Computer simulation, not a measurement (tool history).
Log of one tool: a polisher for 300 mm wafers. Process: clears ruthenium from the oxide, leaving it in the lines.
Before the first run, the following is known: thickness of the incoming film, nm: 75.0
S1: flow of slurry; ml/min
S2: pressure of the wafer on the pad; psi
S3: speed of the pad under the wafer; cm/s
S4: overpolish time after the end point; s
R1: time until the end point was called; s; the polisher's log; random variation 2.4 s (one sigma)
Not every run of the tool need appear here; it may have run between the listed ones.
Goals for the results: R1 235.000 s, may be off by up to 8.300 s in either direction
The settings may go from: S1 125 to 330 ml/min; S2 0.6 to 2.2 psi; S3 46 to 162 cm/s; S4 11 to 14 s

run 1 hour=0.0 | S1=210 S2=1.4 S3=104 S4=14 | R1=85.663
run 2 hour=1.7 | S1=205 S2=1.3 S3=98 S4=14 | R1=96.427
run 3 hour=6.7 | S1=205 S2=1.3 S3=76 S4=14 | R1=116.100
run 4 hour=12.0 | S1=205 S2=1.3 S3=76 S4=14 | R1=116.370
run 5 hour=16.9 | S1=205 S2=1.3 S3=94 S4=14 | R1=101.230
run 6 hour=25.6 | S1=200 S2=1.2 S3=88 S4=14 | R1=113.130
run 7 hour=33.3 | S1=200 S2=1.1 S3=82 S4=14 | R1=130.180
run 8 hour=37.1 | S1=200 S2=1.0 S3=78 S4=14 | R1=149.070
run 9 hour=44.0 | S1=200 S2=0.9 S3=76 S4=14 | R1=166.130
run 10 hour=48.7 | S1=200 S2=0.9 S3=74 S4=14 | R1=169.650
run 11 hour=52.7 | S1=200 S2=0.9 S3=72 S4=14 | R1=171.840

Consider the 4 candidate settings below. Which is the only one whose results all fall within their allowed miss of target?
run A hour=56.7 | S1=245 S2=0.9 S3=114 S4=14 | R1=?
run B hour=56.7 | S1=165 S2=1.4 S3=82 S4=14 | R1=?
run C hour=56.7 | S1=200 S2=0.8 S3=62 S4=14 | R1=?
run D hour=56.7 | S1=200 S2=0.7 S3=64 S4=11 | R1=?

move=A R1=117.790
move=B R1=107.940
move=C R1=215.700
move=D R1=236.520
A: lands further from the targets than the last run did
B: lands further from the targets than the last run did
C: closes in on the targets versus the last run, not all within tolerance yet
D: all results land within tolerance of their targets
The right move is D.
